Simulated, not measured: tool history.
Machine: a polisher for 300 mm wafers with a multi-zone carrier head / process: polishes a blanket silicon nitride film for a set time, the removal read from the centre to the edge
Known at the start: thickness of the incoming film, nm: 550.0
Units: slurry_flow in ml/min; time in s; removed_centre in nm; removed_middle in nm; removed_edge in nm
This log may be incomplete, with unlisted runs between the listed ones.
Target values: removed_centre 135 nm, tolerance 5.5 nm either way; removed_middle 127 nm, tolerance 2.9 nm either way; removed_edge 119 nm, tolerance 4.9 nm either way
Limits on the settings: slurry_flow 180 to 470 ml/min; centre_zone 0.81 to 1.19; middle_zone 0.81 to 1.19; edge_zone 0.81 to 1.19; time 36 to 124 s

run 1 hour=0 | slurry_flow=300 centre_zone=1 middle_zone=1 edge_zone=1 time=79 | removed_centre=114.4 removed_middle=115.25 removed_edge=110.67
run 2 hour=1.2 | slurry_flow=315 centre_zone=1.03 middle_zone=1.02 edge_zone=1.02 time=80 | removed_centre=118 removed_middle=117.83 removed_edge=116.1
run 3 hour=8.1 | slurry_flow=320 centre_zone=1.06 middle_zone=1.04 edge_zone=1 time=81 | removed_centre=123.34 removed_middle=122.55 removed_edge=118.8
run 4 hour=13.5 | slurry_flow=320 centre_zone=1.06 middle_zone=0.97 edge_zone=1 time=81 | removed_centre=122.07 removed_middle=114.76 removed_edge=116.33
run 5 hour=15.2 | slurry_flow=265 centre_zone=1.06 middle_zone=0.97 edge_zone=1 time=81 | removed_centre=119.88 removed_middle=113.35 removed_edge=113.66
run 6 hour=23.4 | slurry_flow=265 centre_zone=1.01 middle_zone=0.97 edge_zone=1 time=81 | removed_centre=113.77 removed_middle=111.97 removed_edge=114.07
run 7 hour=25.5 | slurry_flow=290 centre_zone=1.04 middle_zone=0.99 edge_zone=1 time=81 | removed_centre=119.6 removed_middle=115.41 removed_edge=116.25
run 8 hour=31.2 | slurry_flow=310 centre_zone=1.06 middle_zone=1.01 edge_zone=0.98 time=81 | removed_centre=122.97 removed_middle=118.49 removed_edge=116.55
run 9 hour=33.3 | slurry_flow=325 centre_zone=1.08 middle_zone=1.03 edge_zone=0.96 time=81 | removed_centre=128.96 removed_middle=121.34 removed_edge=116.73
run 10 hour=34.8 | slurry_flow=325 centre_zone=1.08 middle_zone=1.03 edge_zone=0.96 time=81 | removed_centre=126.1 removed_middle=121.25 removed_edge=113.93
run 11 hour=41.7 | slurry_flow=335 centre_zone=1.09 middle_zone=1.04 edge_zone=0.96 time=81 | removed_centre=123.89 removed_middle=121.54 removed_edge=115.27

Next run, 5 choices. One meets every target within its allowed miss, the rest don't. Which?
run A hour=48.6 | slurry_flow=250 centre_zone=1.14 middle_zone=1.08 edge_zone=0.81 time=86 | removed_centre=? removed_middle=? removed_edge=?
run B hour=48.6 | slurry_flow=310 centre_zone=1.19 middle_zone=0.93 edge_zone=0.9 time=84 | removed_centre=? removed_middle=? removed_edge=?
run C hour=48.6 | slurry_flow=350 centre_zone=1.08 middle_zone=0.94 edge_zone=0.87 time=84 | removed_centre=? removed_middle=? removed_edge=?
run D hour=48.6 | slurry_flow=195 centre_zone=1.14 middle_zone=1.06 edge_zone=0.95 time=89 | removed_centre=? removed_middle=? removed_edge=?
run E hour=48.6 | slurry_flow=335 centre_zone=1 middle_zone=1.01 edge_zone=1.19 time=77 | removed_centre=? removed_middle=? removed_edge=?

move=A removed_centre=137.94 removed_middle=128.19 removed_edge=111.44
move=B removed_centre=144.54 removed_middle=113.16 removed_edge=116.39
move=C removed_centre=132.8 removed_middle=115.6 removed_edge=115.7
move=D removed_centre=136.68 removed_middle=125.55 removed_edge=120.16
move=E removed_centre=112.21 removed_middle=112.1 removed_edge=122.49
A: the furthest-off result lands on target, but another misses its tolerance
B: the result that was furthest off in the last run now lies on the other side of its target
C: the furthest-off result lands on target, but another misses its tolerance
D: all results in spec
E: the biggest miss grows against the last run
The move that meets every target is D.

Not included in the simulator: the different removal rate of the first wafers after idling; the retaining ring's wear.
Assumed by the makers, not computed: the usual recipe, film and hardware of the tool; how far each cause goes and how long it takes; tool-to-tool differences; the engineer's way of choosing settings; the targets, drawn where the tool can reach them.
